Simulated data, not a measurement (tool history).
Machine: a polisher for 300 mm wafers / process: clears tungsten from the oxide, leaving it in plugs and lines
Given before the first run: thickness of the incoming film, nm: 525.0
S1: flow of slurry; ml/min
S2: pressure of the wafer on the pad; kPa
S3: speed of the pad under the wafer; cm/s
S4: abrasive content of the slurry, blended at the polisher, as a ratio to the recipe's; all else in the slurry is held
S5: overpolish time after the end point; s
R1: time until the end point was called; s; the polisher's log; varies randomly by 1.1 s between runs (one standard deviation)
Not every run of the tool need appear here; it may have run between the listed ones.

run	hour	S1	S2	S3	S4	S5	R1
1	0.0	150	18.6	120	1.0	5	146.72
2	7.4	150	15.2	120	1.0	5	170.64
3	10.5	135	15.2	120	1.0	5	177.86
4	15.8	135	11.0	120	1.0	5	221.94
5	21.7	145	14.5	122	1.0	5	176.52
6	22.8	145	10.3	122	1.0	5	225.82
7	25.8	150	13.8	124	1.0	5	185.32
8	31.8	150	16.5	126	1.0	5	156.38
9	35.5	165	21.4	128	1.0	5	119.80
10	39.4	165	22.1	128	1.0	5	119.69

Estimate the outcome of run 11 from the log above:
11	47.7	165	22.8	128	1.0	5	?

{"run 11": {"R1": 115.27}}
